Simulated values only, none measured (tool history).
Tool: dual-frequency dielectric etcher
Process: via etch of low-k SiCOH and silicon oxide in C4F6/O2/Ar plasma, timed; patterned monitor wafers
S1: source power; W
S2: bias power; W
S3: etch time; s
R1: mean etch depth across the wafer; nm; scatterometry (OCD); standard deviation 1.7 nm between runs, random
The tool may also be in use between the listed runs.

run 1 hour=0 | S1=420 S2=161 S3=88.5 | R1=247
run 2 hour=7.5 | S1=420 S2=161 S3=88.5 | R1=246.54
run 3 hour=11.9 | S1=440 S2=164 S3=88.5 | R1=248.42
run 4 hour=12.7 | S1=380 S2=164 S3=88.5 | R1=239.86
run 5 hour=14.4 | S1=380 S2=152 S3=88.5 | R1=235.52
run 6 hour=22.5 | S1=320 S2=152 S3=88.5 | R1=218.92
run 7 hour=29.8 | S1=360 S2=157 S3=88.5 | R1=230.96
run 8 hour=35.7 | S1=390 S2=161 S3=88.5 | R1=237.86
-- hour=41.4 bias power generator calibrated
run 9 hour=41.4 | S1=420 S2=165 S3=88.5 | R1=250.91

Expected results for the next run?
run 10 hour=48.2 | S1=440 S2=167 S3=88.5 | R1=?

{"run 10": {"R1": 252.4}}
